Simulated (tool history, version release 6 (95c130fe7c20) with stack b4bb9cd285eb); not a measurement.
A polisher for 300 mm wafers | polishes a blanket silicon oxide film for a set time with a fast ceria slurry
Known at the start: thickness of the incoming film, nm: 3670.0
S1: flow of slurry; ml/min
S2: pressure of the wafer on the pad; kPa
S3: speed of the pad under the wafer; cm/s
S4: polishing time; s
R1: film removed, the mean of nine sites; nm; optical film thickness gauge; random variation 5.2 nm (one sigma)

run	hour	S1	S2	S3	S4	R1
1	0.0	180	16.5	120	48	885.90
2	8.0	180	20.7	120	48	1106.20
3	9.2	215	20.7	120	48	1166.60
4	13.6	210	17.2	108	47	839.63
5	22.4	205	14.5	100	47	660.30
6	25.1	205	14.5	100	43	603.66

Forecast run 7:
7	28.5	205	12.4	98	43	?

{"run 7": {"R1": 517.24}}
